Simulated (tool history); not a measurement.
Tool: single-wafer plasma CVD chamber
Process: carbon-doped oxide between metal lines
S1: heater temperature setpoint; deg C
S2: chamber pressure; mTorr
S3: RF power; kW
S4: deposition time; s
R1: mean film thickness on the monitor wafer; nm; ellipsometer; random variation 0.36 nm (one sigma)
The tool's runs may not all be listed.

run,hour,S1,S2,S3,S4,R1
1,0,360,5470,0.42,32.1,158.83
2,1.1,361,5380,0.41,32.1,155.65
3,7.1,361,5380,0.365,32.1,144.88
4,13.9,355,5380,0.365,32.1,147.31
5,20.1,362,5380,0.365,32.1,145.15
6,26.2,362,5330,0.36,32.1,143.22
7,33.8,362,5270,0.355,32.1,142.04
8,37.7,362,5220,0.35,32.1,141.28

Run 9 comes next. What will it give?
9,42.4,362,5200,0.345,32.1,?

R1: 140.37 nm
